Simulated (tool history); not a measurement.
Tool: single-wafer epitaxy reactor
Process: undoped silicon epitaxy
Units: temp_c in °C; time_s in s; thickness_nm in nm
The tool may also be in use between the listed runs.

run 1 day=0 | temp_c=645 time_s=364 | thickness_nm=63.069
run 2 day=0.288 | temp_c=647 time_s=364 | thickness_nm=65.605
run 3 day=0.383 | temp_c=647 time_s=415 | thickness_nm=74.822
run 4 day=0.438 | temp_c=647 time_s=455 | thickness_nm=82.322
-- day=0.517 pyrometer calibrated
run 5 day=0.517 | temp_c=647 time_s=412 | thickness_nm=67.246
run 6 day=0.579 | temp_c=647 time_s=446 | thickness_nm=72.901
run 7 day=0.829 | temp_c=648 time_s=446 | thickness_nm=74.21
run 8 day=0.95 | temp_c=650 time_s=447 | thickness_nm=77.345

Run 9 comes next. What will it give?
run 9 day=1 | temp_c=652 time_s=448 | thickness_nm=?

{"run 9": {"thickness_nm": 80.399}}
